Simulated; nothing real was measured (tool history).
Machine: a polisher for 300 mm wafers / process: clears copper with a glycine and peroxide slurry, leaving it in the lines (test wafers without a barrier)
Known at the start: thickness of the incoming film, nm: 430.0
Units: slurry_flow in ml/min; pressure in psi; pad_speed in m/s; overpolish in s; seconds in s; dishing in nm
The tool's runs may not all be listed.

{"run": 1, "hour": 0.0, "slurry_flow": 150, "pressure": 2.7, "pad_speed": 1.26, "overpolish": 29, "seconds": 75.99, "dishing": 98.371}
{"run": 2, "hour": 4.1, "slurry_flow": 115, "pressure": 2.7, "pad_speed": 1.26, "overpolish": 29, "seconds": 79.605, "dishing": 94.997}
{"run": 3, "hour": 6.6, "slurry_flow": 115, "pressure": 2.7, "pad_speed": 1.52, "overpolish": 29, "seconds": 68.586, "dishing": 103.0}
{"run": 4, "hour": 9.4, "slurry_flow": 115, "pressure": 3.3, "pad_speed": 1.52, "overpolish": 29, "seconds": 60.31, "dishing": 112.87}
{"run": 5, "hour": 10.0, "slurry_flow": 115, "pressure": 3.3, "pad_speed": 1.52, "overpolish": 23, "seconds": 58.999, "dishing": 97.574}
{"run": 6, "hour": 13.3, "slurry_flow": 110, "pressure": 3.2, "pad_speed": 1.48, "overpolish": 30, "seconds": 63.62, "dishing": 111.26}
{"run": 7, "hour": 20.0, "slurry_flow": 105, "pressure": 3.1, "pad_speed": 1.46, "overpolish": 34, "seconds": 65.18, "dishing": 118.02}
{"run": 8, "hour": 21.0, "slurry_flow": 105, "pressure": 3.1, "pad_speed": 1.46, "overpolish": 34, "seconds": 65.84, "dishing": 114.46}

Predict the results of run 9:
{"run": 9, "hour": 23.0, "slurry_flow": 110, "pressure": 3.0, "pad_speed": 1.44, "overpolish": 38, "seconds": "?", "dishing": "?"}

seconds: 68.220 s
dishing: 123.020 nm
